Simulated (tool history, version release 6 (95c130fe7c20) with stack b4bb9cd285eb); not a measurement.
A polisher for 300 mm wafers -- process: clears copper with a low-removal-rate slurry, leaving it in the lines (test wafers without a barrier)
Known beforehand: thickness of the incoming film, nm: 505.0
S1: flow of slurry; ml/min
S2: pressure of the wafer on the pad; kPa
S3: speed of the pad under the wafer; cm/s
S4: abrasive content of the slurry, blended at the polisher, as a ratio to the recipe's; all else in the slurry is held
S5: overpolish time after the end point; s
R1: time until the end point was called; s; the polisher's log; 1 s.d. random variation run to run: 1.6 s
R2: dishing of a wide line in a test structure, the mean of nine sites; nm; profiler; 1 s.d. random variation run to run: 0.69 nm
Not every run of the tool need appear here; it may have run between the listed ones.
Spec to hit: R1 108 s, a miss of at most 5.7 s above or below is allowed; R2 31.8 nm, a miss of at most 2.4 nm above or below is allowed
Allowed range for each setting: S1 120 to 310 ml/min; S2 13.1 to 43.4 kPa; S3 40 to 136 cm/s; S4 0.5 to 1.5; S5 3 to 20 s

{"run": 1, "hour": 0.0, "S1": 200, "S2": 28.3, "S3": 88, "S4": 1, "S5": 10, "R1": 166.73, "R2": 23.214}
{"run": 2, "hour": 3.6, "S1": 200, "S2": 31, "S3": 88, "S4": 1, "S5": 10, "R1": 152.27, "R2": 25.595}
{"run": 3, "hour": 4.8, "S1": 200, "S2": 31, "S3": 88, "S4": 1.2, "S5": 10, "R1": 143.63, "R2": 26.301}
{"run": 4, "hour": 11.0, "S1": 200, "S2": 33.1, "S3": 88, "S4": 1.2, "S5": 10, "R1": 137.68, "R2": 27.598}
{"run": 5, "hour": 19.0, "S1": 200, "S2": 33.1, "S3": 88, "S4": 1.35, "S5": 10, "R1": 136.47, "R2": 28.151}
{"run": 6, "hour": 22.2, "S1": 200, "S2": 33.1, "S3": 88, "S4": 1.35, "S5": 12, "R1": 136.68, "R2": 33.101}
{"run": 7, "hour": 23.2, "S1": 200, "S2": 34.5, "S3": 88, "S4": 1.35, "S5": 11, "R1": 131.54, "R2": 32.542}
{"run": 8, "hour": 24.2, "S1": 200, "S2": 35.9, "S3": 88, "S4": 1.35, "S5": 10, "R1": 125.17, "R2": 30.331}

Exactly one of the 4 candidate moves below puts every result within its allowed miss. Which one?
{"run": "A", "hour": 25.2, "S1": 230, "S2": 29.6, "S3": 82, "S4": 1.2, "S5": 13, "R1": "?", "R2": "?"}
{"run": "B", "hour": 25.2, "S1": 245, "S2": 38.6, "S3": 96, "S4": 1.3, "S5": 9, "R1": "?", "R2": "?"}
{"run": "C", "hour": 25.2, "S1": 120, "S2": 40.7, "S3": 86, "S4": 1.45, "S5": 12, "R1": "?", "R2": "?"}
{"run": "D", "hour": 25.2, "S1": 215, "S2": 34.5, "S3": 106, "S4": 1.35, "S5": 11, "R1": "?", "R2": "?"}

move=A R1=160.11 R2=30.758
move=B R1=106.98 R2=31.985
move=C R1=117.59 R2=38.26
move=D R1=108.43 R2=37.884
A: its largest miss is bigger than the last run's
B: every result within its allowed miss
C: nearer than the last run, and not there yet
D: gets the furthest-off result to its target, but another result is out of tolerance
B is the move that brings every result within its allowed miss.
